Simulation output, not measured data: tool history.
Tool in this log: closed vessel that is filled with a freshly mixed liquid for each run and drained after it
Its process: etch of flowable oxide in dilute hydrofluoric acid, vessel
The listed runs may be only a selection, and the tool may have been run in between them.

run,hour,temperature setpoint of the liquid (K),parts of water to one part of 49 % hydrofluoric acid (parts by volume),time in the liquid (s),thickness taken off the flowable oxide on a monitor wafer (angstrom)
1,0,298.15,210,175,278.87
2,2.7,298.15,210,190,304.78
3,4,299.15,205,190,323.13
4,9.6,299.15,255,190,245.97
5,16.2,299.15,255,190,245.95
6,20.2,297.15,255,190,225.44

Expected results for the next run?
7,23.2,298.65,245,190,?

{"run 7": {"thickness taken off the flowable oxide on a monitor wafer (angstrom)": 255.13}}
